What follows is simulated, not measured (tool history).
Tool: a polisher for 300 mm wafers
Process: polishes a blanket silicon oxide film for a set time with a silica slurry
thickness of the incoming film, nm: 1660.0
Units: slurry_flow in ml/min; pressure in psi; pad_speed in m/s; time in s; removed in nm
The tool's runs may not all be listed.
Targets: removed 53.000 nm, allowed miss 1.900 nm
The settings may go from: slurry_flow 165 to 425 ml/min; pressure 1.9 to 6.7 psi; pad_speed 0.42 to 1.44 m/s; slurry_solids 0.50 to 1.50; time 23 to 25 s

run  hour  slurry_flow  pressure  pad_speed  slurry_solids  time  removed
  1   0.0          275       4.3       0.92           1.00    25   79.227
  2   5.2          275       4.3       0.92           1.15    25   84.989
  3  11.6          275       4.0       0.92           1.15    25   79.392
  4  17.0          275       3.0       0.92           1.15    25   59.433
  5  19.9          275       2.9       0.92           1.15    25   57.061
  6  28.4          275       3.7       0.92           1.15    25   73.176
  7  37.3          275       3.5       0.92           1.15    25   71.234
  8  42.2          275       3.3       0.92           1.15    25   65.632
  9  48.0          275       3.2       0.92           1.15    25   64.317
 10  55.7          275       3.1       0.92           1.15    25   61.860
 11  58.3          275       3.0       0.92           1.15    25   60.206
 12  64.5          275       2.9       0.92           1.15    25   58.354
 13  70.2          275       2.8       0.92           1.15    25   55.003

5 next moves are on the table. One of them brings every result within its allowed miss. Which?
  A  75.9          300       2.7       0.88           1.20    24        ?
  B  75.9          305       3.1       0.86           1.15    24        ?
  C  75.9          225       3.0       1.14           1.05    23        ?
  D  75.9          180       3.5       0.78           1.15    25        ?
  E  75.9          270       2.0       1.34           1.25    23        ?

move  removed
   A   52.747
   B   58.361
   C   58.214
   D   60.624
   E   48.525
A: meets every target
B: further off than the last run
C: further off than the last run
D: further off than the last run
E: takes the result that was furthest off past its target
Move A is the one to make.
